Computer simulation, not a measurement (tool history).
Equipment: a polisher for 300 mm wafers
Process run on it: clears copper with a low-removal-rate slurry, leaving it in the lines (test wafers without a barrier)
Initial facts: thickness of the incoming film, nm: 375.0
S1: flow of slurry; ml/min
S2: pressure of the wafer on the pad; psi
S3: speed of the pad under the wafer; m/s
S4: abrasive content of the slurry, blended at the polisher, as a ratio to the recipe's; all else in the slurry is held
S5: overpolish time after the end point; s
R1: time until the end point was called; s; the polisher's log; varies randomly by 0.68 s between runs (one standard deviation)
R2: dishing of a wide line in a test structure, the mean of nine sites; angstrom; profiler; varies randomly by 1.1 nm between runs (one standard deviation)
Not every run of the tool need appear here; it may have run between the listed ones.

run,hour,S1,S2,S3,S4,S5,R1,R2
1,0,135,2.3,1.32,1,11,128.04,234.42
2,3,135,2.4,1.32,1,11,125.47,243.05
3,6.8,135,2.5,1.32,1,11,120.18,258.05
4,10.9,135,2.5,1.32,0.85,11,125.15,251.99
5,13.2,140,2.6,1.34,0.85,11,118.14,257.42
6,18.1,125,2.6,1.34,0.85,11,118.67,259.32
7,19.1,125,2.7,1.36,0.85,11,114.59,258.99
8,28.1,130,2.8,1.38,0.85,11,108.03,280.72
9,28.7,130,2.9,1.4,0.85,11,103.79,278.73

Predict the results of run 10:
10,29.6,130,3,1.42,0.85,11,?,?

{"run 10": {"R1": 98.896, "R2": 299.22}}

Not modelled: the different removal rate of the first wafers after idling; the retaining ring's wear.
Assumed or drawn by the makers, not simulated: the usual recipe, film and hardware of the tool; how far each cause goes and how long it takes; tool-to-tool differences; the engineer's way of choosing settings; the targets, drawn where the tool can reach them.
